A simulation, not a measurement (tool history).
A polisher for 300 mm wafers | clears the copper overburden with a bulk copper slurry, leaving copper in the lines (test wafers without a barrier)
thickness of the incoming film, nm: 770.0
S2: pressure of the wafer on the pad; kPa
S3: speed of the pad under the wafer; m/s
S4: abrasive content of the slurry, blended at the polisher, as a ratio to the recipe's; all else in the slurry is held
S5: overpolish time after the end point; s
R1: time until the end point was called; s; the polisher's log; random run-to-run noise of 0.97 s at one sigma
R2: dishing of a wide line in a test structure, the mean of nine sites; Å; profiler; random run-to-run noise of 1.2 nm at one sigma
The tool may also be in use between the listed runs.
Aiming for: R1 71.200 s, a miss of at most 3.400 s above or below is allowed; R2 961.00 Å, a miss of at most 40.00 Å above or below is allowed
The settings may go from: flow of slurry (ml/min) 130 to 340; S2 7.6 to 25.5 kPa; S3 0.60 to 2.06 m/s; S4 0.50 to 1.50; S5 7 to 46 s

Run 1, hour 0.0: flow of slurry (ml/min) 220, S2 16.5 kPa, S3 1.32 m/s, S4 1.00, S5 24 s. Result: R1 64.709 s, R2 1115.10 Å.
Run 2, hour 3.2: flow of slurry (ml/min) 220, S2 16.5 kPa, S3 1.32 m/s, S4 1.00, S5 23 s. Result: R1 66.670 s, R2 1109.50 Å.
Run 3, hour 8.5: flow of slurry (ml/min) 220, S2 16.5 kPa, S3 1.32 m/s, S4 1.00, S5 15 s. Result: R1 65.608 s, R2 913.56 Å.
Run 4, hour 10.7: flow of slurry (ml/min) 220, S2 16.5 kPa, S3 1.64 m/s, S4 1.00, S5 15 s. Result: R1 53.798 s, R2 997.26 Å.
Run 5, hour 18.5: flow of slurry (ml/min) 220, S2 16.5 kPa, S3 1.64 m/s, S4 1.00, S5 9 s. Result: R1 54.238 s, R2 740.01 Å.
Run 6, hour 23.7: flow of slurry (ml/min) 220, S2 16.5 kPa, S3 1.64 m/s, S4 0.90, S5 9 s. Result: R1 53.534 s, R2 750.58 Å.
Run 7, hour 30.9: flow of slurry (ml/min) 220, S2 16.5 kPa, S3 1.64 m/s, S4 0.90, S5 9 s. Result: R1 56.221 s, R2 740.40 Å.
Run 8, hour 33.4: flow of slurry (ml/min) 225, S2 15.9 kPa, S3 1.60 m/s, S4 0.95, S5 11 s. Result: R1 57.203 s, R2 821.36 Å.
Run 9, hour 41.0: flow of slurry (ml/min) 225, S2 15.2 kPa, S3 1.60 m/s, S4 1.00, S5 12 s. Result: R1 60.084 s, R2 843.48 Å.
At hour 49.5: slurry blender recalibrated.
Run 10, hour 49.5: flow of slurry (ml/min) 225, S2 14.5 kPa, S3 1.60 m/s, S4 1.05, S5 12 s. Result: R1 60.664 s, R2 836.21 Å.
Run 11, hour 50.9: flow of slurry (ml/min) 225, S2 13.8 kPa, S3 1.60 m/s, S4 1.10, S5 13 s. Result: R1 64.550 s, R2 842.66 Å.
Run 12, hour 57.5: flow of slurry (ml/min) 225, S2 13.8 kPa, S3 1.60 m/s, S4 1.10, S5 14 s. Result: R1 61.905 s, R2 874.79 Å.
Run 13, hour 58.2: flow of slurry (ml/min) 225, S2 13.1 kPa, S3 1.58 m/s, S4 1.10, S5 15 s. Result: R1 66.375 s, R2 873.13 Å.
Run 14, hour 60.8: flow of slurry (ml/min) 225, S2 13.1 kPa, S3 1.56 m/s, S4 1.10, S5 16 s. Result: R1 66.586 s, R2 886.65 Å.
Run 15, hour 69.2: flow of slurry (ml/min) 225, S2 13.1 kPa, S3 1.54 m/s, S4 1.10, S5 16 s. Result: R1 68.186 s, R2 871.74 Å.
Run 16, hour 70.5: flow of slurry (ml/min) 225, S2 13.1 kPa, S3 1.50 m/s, S4 1.10, S5 26 s. Result: R1 69.363 s, R2 1046.60 Å.

Below are 5 possible settings for the next run. Only one of them brings all results inside the allowed miss of their targets. Which is it?
Run A, hour 71.8: flow of slurry (ml/min) 155, S2 13.8 kPa, S3 1.46 m/s, S4 0.95, S5 19 s. Result: R1 ?, R2 ?.
Run B, hour 71.8: flow of slurry (ml/min) 220, S2 13.8 kPa, S3 1.50 m/s, S4 1.15, S5 33 s. Result: R1 ?, R2 ?.
Run C, hour 71.8: flow of slurry (ml/min) 260, S2 18.6 kPa, S3 1.08 m/s, S4 0.80, S5 30 s. Result: R1 ?, R2 ?.
Run D, hour 71.8: flow of slurry (ml/min) 295, S2 13.8 kPa, S3 1.42 m/s, S4 1.15, S5 33 s. Result: R1 ?, R2 ?.
Run E, hour 71.8: flow of slurry (ml/min) 290, S2 13.1 kPa, S3 1.48 m/s, S4 1.25, S5 31 s. Result: R1 ?, R2 ?.

move      R1       R2
   A  72.853   938.81
   B  66.209  1157.50
   C  69.547  1194.10
   D  67.670  1152.50
   E  67.487  1124.00
A: meets every target
B: moves away from the targets compared with the last run
C: moves away from the targets compared with the last run
D: moves away from the targets compared with the last run
E: moves away from the targets compared with the last run
A is the move that brings every result within its allowed miss.

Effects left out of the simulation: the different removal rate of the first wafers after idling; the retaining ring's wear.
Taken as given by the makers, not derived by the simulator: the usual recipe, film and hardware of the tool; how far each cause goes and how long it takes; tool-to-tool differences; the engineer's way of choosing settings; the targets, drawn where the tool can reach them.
